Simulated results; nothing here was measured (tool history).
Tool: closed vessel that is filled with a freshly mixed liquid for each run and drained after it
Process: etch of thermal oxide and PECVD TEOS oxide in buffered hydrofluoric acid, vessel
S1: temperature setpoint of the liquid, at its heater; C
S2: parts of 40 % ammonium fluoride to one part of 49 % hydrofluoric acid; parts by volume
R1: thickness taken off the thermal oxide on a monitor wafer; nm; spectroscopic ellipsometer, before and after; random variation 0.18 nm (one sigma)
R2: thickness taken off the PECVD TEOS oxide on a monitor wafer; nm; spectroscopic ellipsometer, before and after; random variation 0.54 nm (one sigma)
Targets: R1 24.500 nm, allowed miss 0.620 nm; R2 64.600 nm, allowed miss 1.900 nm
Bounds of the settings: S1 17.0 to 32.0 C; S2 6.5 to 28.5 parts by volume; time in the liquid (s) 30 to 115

{"run": 1, "hour": 0.0, "S1": 25.0, "S2": 17.5, "time in the liquid (s)": 60, "R1": 38.537, "R2": 99.544}
{"run": 2, "hour": 6.0, "S1": 25.0, "S2": 20.0, "time in the liquid (s)": 60, "R1": 33.676, "R2": 87.93}
{"run": 3, "hour": 9.7, "S1": 23.5, "S2": 20.0, "time in the liquid (s)": 60, "R1": 30.929, "R2": 80.74}
{"run": 4, "hour": 12.3, "S1": 23.5, "S2": 20.0, "time in the liquid (s)": 70, "R1": 36.113, "R2": 95.044}
{"run": 5, "hour": 16.2, "S1": 21.5, "S2": 20.0, "time in the liquid (s)": 70, "R1": 32.238, "R2": 85.341}
{"run": 6, "hour": 20.7, "S1": 20.0, "S2": 20.0, "time in the liquid (s)": 70, "R1": 29.212, "R2": 78.35}
{"run": 7, "hour": 25.9, "S1": 19.5, "S2": 20.0, "time in the liquid (s)": 70, "R1": 28.653, "R2": 75.545}
{"run": 8, "hour": 30.9, "S1": 19.0, "S2": 20.0, "time in the liquid (s)": 70, "R1": 28.267, "R2": 74.256}
{"run": 9, "hour": 31.7, "S1": 18.5, "S2": 20.0, "time in the liquid (s)": 70, "R1": 27.261, "R2": 72.181}
{"run": 10, "hour": 39.8, "S1": 18.0, "S2": 20.0, "time in the liquid (s)": 70, "R1": 26.45, "R2": 69.777}
{"run": 11, "hour": 47.6, "S1": 17.5, "S2": 20.0, "time in the liquid (s)": 70, "R1": 25.843, "R2": 67.493}

Which of these 5 next moves meets every target?
{"run": "A", "hour": 55.4, "S1": 19.5, "S2": 17.5, "time in the liquid (s)": 55, "R1": "?", "R2": "?"}
{"run": "B", "hour": 55.4, "S1": 18.5, "S2": 16.5, "time in the liquid (s)": 55, "R1": "?", "R2": "?"}
{"run": "C", "hour": 55.4, "S1": 17.0, "S2": 22.5, "time in the liquid (s)": 75, "R1": "?", "R2": "?"}
{"run": "D", "hour": 55.4, "S1": 18.0, "S2": 18.0, "time in the liquid (s)": 65, "R1": "?", "R2": "?"}
{"run": "E", "hour": 55.4, "S1": 17.5, "S2": 20.5, "time in the liquid (s)": 75, "R1": "?", "R2": "?"}

move=A R1=25.860 R2=69.165
move=B R1=25.901 R2=69.273
move=C R1=24.719 R2=66.111
move=D R1=27.306 R2=73.030
move=E R1=27.126 R2=72.549
A: further off than the last run
B: further off than the last run
C: meets every target
D: further off than the last run
E: further off than the last run
The right move is C.
